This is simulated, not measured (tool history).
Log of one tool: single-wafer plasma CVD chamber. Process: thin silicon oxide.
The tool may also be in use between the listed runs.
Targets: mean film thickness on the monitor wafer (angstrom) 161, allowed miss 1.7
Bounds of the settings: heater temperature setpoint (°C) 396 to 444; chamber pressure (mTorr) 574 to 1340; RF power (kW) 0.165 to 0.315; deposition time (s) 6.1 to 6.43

run,hour,heater temperature setpoint (°C),chamber pressure (mTorr),RF power (kW),deposition time (s),mean film thickness on the monitor wafer (angstrom)
1,0,420,957,0.24,6.43,132.08
2,3.2,420,957,0.24,6.1,124.69
3,11.1,420,957,0.24,6.1,125.6
4,12.4,411,957,0.24,6.1,125.51
5,20,421,957,0.24,6.1,124.73
6,28.4,421,1018,0.24,6.1,131.05
7,31.7,421,1209,0.24,6.1,147.24
8,34.4,421,1223,0.24,6.1,147.63
9,36.8,421,1236,0.24,6.1,148.75
10,43.5,421,1247,0.24,6.1,149.04
11,48.4,421,1257,0.24,6.1,149.67
12,55.9,421,1266,0.24,6.1,149.72
13,62.9,421,1340,0.25,6.11,156.18
14,69.8,421,1340,0.25,6.14,156.42

5 next moves are on the table. One of them brings every result within its allowed miss. Which?
A,76.7,423,1272,0.245,6.1,?
B,76.7,420,1256,0.265,6.29,?
C,76.7,425,1301,0.26,6.1,?
D,76.7,418,1327,0.23,6.43,?
E,76.7,424,1340,0.245,6.19,?

move,mean film thickness on the monitor wafer (angstrom)
A,151.67
B,161.06
C,156.78
D,158.69
E,157.13
A: further off than the last run
B: meets every target
C: nearer than the last run, and not there yet
D: nearer than the last run, and not there yet
E: nearer than the last run, and not there yet
Move B is the one to make.
